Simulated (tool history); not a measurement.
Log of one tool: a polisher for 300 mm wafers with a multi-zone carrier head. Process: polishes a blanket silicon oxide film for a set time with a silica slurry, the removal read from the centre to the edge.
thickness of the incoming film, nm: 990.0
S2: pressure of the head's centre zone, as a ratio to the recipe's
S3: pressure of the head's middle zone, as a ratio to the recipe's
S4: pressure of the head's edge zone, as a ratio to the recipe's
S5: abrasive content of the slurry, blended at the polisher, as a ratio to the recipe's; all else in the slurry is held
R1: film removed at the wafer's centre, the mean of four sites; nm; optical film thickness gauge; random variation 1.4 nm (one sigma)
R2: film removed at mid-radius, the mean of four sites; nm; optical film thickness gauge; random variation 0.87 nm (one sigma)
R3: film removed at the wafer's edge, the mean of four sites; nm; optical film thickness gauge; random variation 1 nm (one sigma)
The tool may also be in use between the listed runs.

Run 1, hour 0.0: flow of slurry (ml/min) 205, S2 1.00, S3 1.00, S4 1.00, S5 1.00, polishing time (s) 40. Result: R1 93.837 nm, R2 97.641 nm, R3 92.654 nm.
Run 2, hour 1.9: flow of slurry (ml/min) 210, S2 1.00, S3 1.00, S4 1.03, S5 1.00, polishing time (s) 40. Result: R1 92.372 nm, R2 98.067 nm, R3 94.752 nm.
Run 3, hour 6.4: flow of slurry (ml/min) 215, S2 1.01, S3 1.00, S4 1.05, S5 1.00, polishing time (s) 40. Result: R1 93.719 nm, R2 98.614 nm, R3 97.446 nm.
Run 4, hour 14.0: flow of slurry (ml/min) 215, S2 1.09, S3 1.00, S4 1.05, S5 1.00, polishing time (s) 40. Result: R1 104.870 nm, R2 99.101 nm, R3 94.556 nm.
Run 5, hour 21.1: flow of slurry (ml/min) 215, S2 1.09, S3 1.00, S4 1.05, S5 0.85, polishing time (s) 40. Result: R1 95.530 nm, R2 91.830 nm, R3 89.991 nm.
Run 6, hour 23.7: flow of slurry (ml/min) 215, S2 1.09, S3 1.00, S4 0.97, S5 0.85, polishing time (s) 40. Result: R1 96.122 nm, R2 91.004 nm, R3 84.810 nm.
Run 7, hour 26.2: flow of slurry (ml/min) 220, S2 1.08, S3 1.00, S4 1.01, S5 0.85, polishing time (s) 40. Result: R1 92.108 nm, R2 91.419 nm, R3 87.106 nm.
Run 8, hour 35.1: flow of slurry (ml/min) 225, S2 1.07, S3 1.00, S4 1.04, S5 0.90, polishing time (s) 40. Result: R1 95.467 nm, R2 95.930 nm, R3 89.928 nm.
Run 9, hour 38.2: flow of slurry (ml/min) 215, S2 1.06, S3 1.01, S4 1.06, S5 0.95, polishing time (s) 40. Result: R1 98.981 nm, R2 97.083 nm, R3 92.976 nm.
Run 10, hour 39.5: flow of slurry (ml/min) 220, S2 1.05, S3 1.00, S4 1.08, S5 0.95, polishing time (s) 40. Result: R1 97.905 nm, R2 95.578 nm, R3 92.656 nm.
Run 11, hour 44.2: flow of slurry (ml/min) 210, S2 1.03, S3 1.00, S4 1.08, S5 1.00, polishing time (s) 40. Result: R1 98.220 nm, R2 98.313 nm, R3 95.408 nm.
Run 12, hour 53.1: flow of slurry (ml/min) 220, S2 1.02, S3 0.99, S4 1.10, S5 1.00, polishing time (s) 40. Result: R1 96.313 nm, R2 98.609 nm, R3 97.311 nm.
Run 13, hour 60.4: flow of slurry (ml/min) 225, S2 1.01, S3 0.98, S4 1.11, S5 1.00, polishing time (s) 40. Result: R1 96.275 nm, R2 97.669 nm, R3 98.540 nm.
Run 14, hour 68.7: flow of slurry (ml/min) 230, S2 1.00, S3 0.98, S4 1.12, S5 1.00, polishing time (s) 40. Result: R1 95.634 nm, R2 97.075 nm, R3 99.171 nm.
Run 15, hour 77.1: flow of slurry (ml/min) 235, S2 0.99, S3 0.98, S4 1.13, S5 1.00, polishing time (s) 40. Result: R1 97.158 nm, R2 99.056 nm, R3 101.060 nm.

Forecast run 16:
Run 16, hour 84.5: flow of slurry (ml/min) 240, S2 0.98, S3 0.98, S4 1.14, S5 1.00, polishing time (s) 40. Result: R1 ?, R2 ?, R3 ?.

Run 16 gave R1 95.931 nm, R2 96.414 nm, R3 101.820 nm.
